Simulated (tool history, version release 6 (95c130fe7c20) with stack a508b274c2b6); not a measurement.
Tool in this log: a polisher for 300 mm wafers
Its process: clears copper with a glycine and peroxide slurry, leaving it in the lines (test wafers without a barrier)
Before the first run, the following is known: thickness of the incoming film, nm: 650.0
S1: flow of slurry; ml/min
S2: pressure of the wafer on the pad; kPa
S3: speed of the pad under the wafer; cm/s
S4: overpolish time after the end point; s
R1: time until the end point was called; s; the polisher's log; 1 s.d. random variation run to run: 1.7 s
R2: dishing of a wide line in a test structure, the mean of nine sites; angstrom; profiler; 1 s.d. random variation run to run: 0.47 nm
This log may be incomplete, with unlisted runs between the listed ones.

run	hour	S1	S2	S3	S4	R1	R2
1	0.0	165	17.9	80	12	181.71	340.94
2	1.9	165	17.9	80	11	182.27	298.74
3	10.4	165	15.2	80	11	207.09	264.17
4	15.4	165	15.9	80	10	198.62	249.88
5	20.4	165	16.5	80	9	196.03	232.74
6	24.1	165	17.2	80	9	187.14	237.56
7	32.3	165	17.9	80	9	183.17	254.58
8	35.2	165	17.9	80	8	182.87	222.75
9	38.9	175	20.0	80	6	162.86	175.82

Estimate the outcome of run 10 from the log above:
10	44.4	175	20.7	80	6	?	?

R1: 161.68 s
R2: 188.22 angstrom
